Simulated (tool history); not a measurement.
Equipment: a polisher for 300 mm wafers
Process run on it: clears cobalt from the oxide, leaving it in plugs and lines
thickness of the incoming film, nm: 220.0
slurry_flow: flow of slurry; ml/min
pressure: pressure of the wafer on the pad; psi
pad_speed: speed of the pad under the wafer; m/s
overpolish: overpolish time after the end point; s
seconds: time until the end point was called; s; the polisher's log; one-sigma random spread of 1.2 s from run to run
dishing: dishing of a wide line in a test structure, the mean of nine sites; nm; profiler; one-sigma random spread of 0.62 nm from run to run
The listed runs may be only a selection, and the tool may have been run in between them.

Run 1, hour 0: slurry_flow 205 ml/min, pressure 1.4 psi, pad_speed 1.14 m/s, overpolish 29 s. Result: seconds 47.505 s, dishing 48.762 nm.
Run 2, hour 3.7: slurry_flow 175 ml/min, pressure 1.4 psi, pad_speed 1.14 m/s, overpolish 29 s. Result: seconds 48.543 s, dishing 48.392 nm.
Run 3, hour 5.6: slurry_flow 175 ml/min, pressure 1.4 psi, pad_speed 1.14 m/s, overpolish 36 s. Result: seconds 49.018 s, dishing 49.035 nm.
Run 4, hour 6.4: slurry_flow 175 ml/min, pressure 1.4 psi, pad_speed 1.38 m/s, overpolish 36 s. Result: seconds 40.535 s, dishing 50.976 nm.
Run 5, hour 11.5: slurry_flow 175 ml/min, pressure 1.3 psi, pad_speed 1.36 m/s, overpolish 37 s. Result: seconds 44.638 s, dishing 52.349 nm.
Run 6, hour 14.7: slurry_flow 175 ml/min, pressure 1.2 psi, pad_speed 1.34 m/s, overpolish 35 s. Result: seconds 48.345 s, dishing 51.264 nm.
Run 7, hour 23.4: slurry_flow 170 ml/min, pressure 0.8 psi, pad_speed 1.18 m/s, overpolish 33 s. Result: seconds 82.402 s, dishing 44.82 nm.
Run 8, hour 31: slurry_flow 170 ml/min, pressure 0.8 psi, pad_speed 1.18 m/s, overpolish 34 s. Result: seconds 80.616 s, dishing 44.945 nm.

Forecast run 9:
Run 9, hour 32.6: slurry_flow 170 ml/min, pressure 0.8 psi, pad_speed 1.18 m/s, overpolish 35 s. Result: seconds ?, dishing ?.

Run 9 produced seconds 83.375 s, dishing 45.298 nm.

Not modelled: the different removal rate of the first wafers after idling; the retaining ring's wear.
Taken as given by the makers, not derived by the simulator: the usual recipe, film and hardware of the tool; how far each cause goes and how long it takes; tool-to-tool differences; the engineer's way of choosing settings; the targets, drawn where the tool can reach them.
